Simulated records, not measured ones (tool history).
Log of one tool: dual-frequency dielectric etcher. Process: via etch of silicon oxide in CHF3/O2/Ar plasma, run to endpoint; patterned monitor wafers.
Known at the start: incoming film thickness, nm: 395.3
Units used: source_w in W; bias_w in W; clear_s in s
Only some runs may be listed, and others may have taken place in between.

run  hour  source_w  bias_w  clear_s
  1   0.0       850     223   161.67
  2   1.2       980     223   154.32
  3  10.1       910     223   156.93
  4  16.5       770     223   170.62
  5  21.7       750     222   171.08
  6  22.8       730     221   173.61

For run 7, what comes out?
  7  27.1       730     221        ?

clear_s: 173.32 s
